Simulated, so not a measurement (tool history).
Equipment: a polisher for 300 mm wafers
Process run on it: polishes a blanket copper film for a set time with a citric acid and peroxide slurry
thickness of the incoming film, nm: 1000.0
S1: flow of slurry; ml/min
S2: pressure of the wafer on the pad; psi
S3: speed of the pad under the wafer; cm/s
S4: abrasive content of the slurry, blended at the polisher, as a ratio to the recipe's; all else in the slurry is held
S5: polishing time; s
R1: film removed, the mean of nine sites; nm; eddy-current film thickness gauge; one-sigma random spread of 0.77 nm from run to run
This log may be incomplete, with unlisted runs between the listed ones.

| run | hour | S1 | S2 | S3 | S4 | S5 | R1 |
|---|---|---|---|---|---|---|---|
| 1 | 0.0 | 160 | 2.1 | 80 | 1.00 | 49 | 67.335 |
| 2 | 1.5 | 160 | 2.6 | 80 | 1.00 | 49 | 81.232 |
| 3 | 3.9 | 160 | 2.6 | 80 | 0.85 | 49 | 81.067 |
| 4 | 5.9 | 160 | 2.4 | 80 | 0.85 | 49 | 73.133 |
| 5 | 14.3 | 140 | 2.4 | 80 | 0.85 | 49 | 73.313 |
| 6 | 21.0 | 140 | 2.2 | 80 | 0.85 | 49 | 68.102 |
| 7 | 23.3 | 140 | 2.1 | 80 | 0.85 | 49 | 63.350 |

Forecast run 8:
| 8 | 28.8 | 140 | 2.0 | 80 | 0.85 | 49 | ? |

Run 8 yielded R1 62.172 nm.

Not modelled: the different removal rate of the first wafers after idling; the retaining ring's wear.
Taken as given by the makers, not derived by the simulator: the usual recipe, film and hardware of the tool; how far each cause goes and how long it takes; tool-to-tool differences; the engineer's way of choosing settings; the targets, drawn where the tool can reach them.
